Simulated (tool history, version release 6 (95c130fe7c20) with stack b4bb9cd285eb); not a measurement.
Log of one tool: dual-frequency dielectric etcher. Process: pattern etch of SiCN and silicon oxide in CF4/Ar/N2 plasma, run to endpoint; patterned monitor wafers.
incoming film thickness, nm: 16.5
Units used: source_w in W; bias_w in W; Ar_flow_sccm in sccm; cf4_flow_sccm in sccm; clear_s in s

run  hour  source_w  bias_w  Ar_flow_sccm  cf4_flow_sccm  clear_s
  1     0       390      97           132             79   21.926
  2   8.6       350      96           133             79    24.59
  3  11.4       330      95           133             79   26.061
  4  17.2       310      95           133             79   27.788
       25  -- Ar flow controller replaced
  5    25       310      95           143             79   27.593
  6  28.1       300      95           143             79   28.875

The next listed run, before its measurement:
  7  35.1       300      95           143             79        ?

clear_s: 28.718 s

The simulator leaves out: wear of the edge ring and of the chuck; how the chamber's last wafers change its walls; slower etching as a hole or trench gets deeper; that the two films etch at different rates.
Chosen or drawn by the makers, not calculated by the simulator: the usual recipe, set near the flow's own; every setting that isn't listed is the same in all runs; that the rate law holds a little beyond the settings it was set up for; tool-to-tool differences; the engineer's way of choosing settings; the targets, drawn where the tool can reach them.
